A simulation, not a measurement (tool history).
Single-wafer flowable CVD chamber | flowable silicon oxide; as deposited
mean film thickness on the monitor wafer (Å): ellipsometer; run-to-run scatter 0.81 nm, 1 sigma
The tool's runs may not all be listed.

| run | hour | heater temperature setpoint (K) | chamber pressure (Pa) | RF power (W) | deposition time (s) | mean film thickness on the monitor wafer (Å) |
|---|---|---|---|---|---|---|
| 1 | 0.0 | 378.15 | 96.4 | 1820 | 1156 | 5880.4 |
| 2 | 7.0 | 381.15 | 96.3 | 1820 | 1156 | 5262.4 |
| 3 | 12.1 | 383.15 | 96.3 | 1820 | 1156 | 4919.2 |
| 4 | 19.8 | 383.15 | 96.3 | 1675 | 1156 | 4816.3 |
| 5 | 21.0 | 384.15 | 96.3 | 1675 | 1156 | 4635.9 |
| 6 | 23.9 | 375.15 | 96.3 | 1675 | 1156 | 6412.1 |
| 7 | 31.4 | 387.15 | 95.9 | 1675 | 1156 | 4172.8 |

What does the tool deliver on the next run?
| 8 | 36.4 | 388.15 | 95.9 | 1675 | 1156 | ? |

mean film thickness on the monitor wafer (Å): 4047.3
